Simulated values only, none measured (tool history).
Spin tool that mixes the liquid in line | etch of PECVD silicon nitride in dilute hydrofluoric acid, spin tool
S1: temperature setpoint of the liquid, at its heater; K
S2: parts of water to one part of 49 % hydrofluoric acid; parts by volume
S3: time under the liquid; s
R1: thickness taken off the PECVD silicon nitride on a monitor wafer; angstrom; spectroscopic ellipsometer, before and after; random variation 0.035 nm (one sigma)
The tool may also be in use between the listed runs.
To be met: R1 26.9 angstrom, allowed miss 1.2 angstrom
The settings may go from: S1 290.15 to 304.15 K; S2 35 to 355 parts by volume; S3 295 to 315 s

run,hour,S1,S2,S3,R1
1,0,296.15,195,295,32.916
2,7.1,296.15,195,295,33.656
3,11.7,295.15,195,295,30.357
4,13.5,294.65,195,295,29.974
5,18.7,294.65,195,295,29.803
6,23.9,296.65,195,295,33.412
7,24.5,295.65,195,295,32.088
8,30.9,294.65,195,295,30.037
9,35.2,294.15,195,295,29.435

4 next moves are on the table. One of them brings every result within its allowed miss. Which?
A,39.5,293.15,225,300,?
B,39.5,296.15,235,295,?
C,39.5,291.15,145,295,?
D,39.5,293.65,220,295,?

move,R1
A,24.566
B,28.056
C,32.355
D,25.505
A: takes the result that was furthest off past its target
B: meets every target
C: further off than the last run
D: takes the result that was furthest off past its target
Answer: B
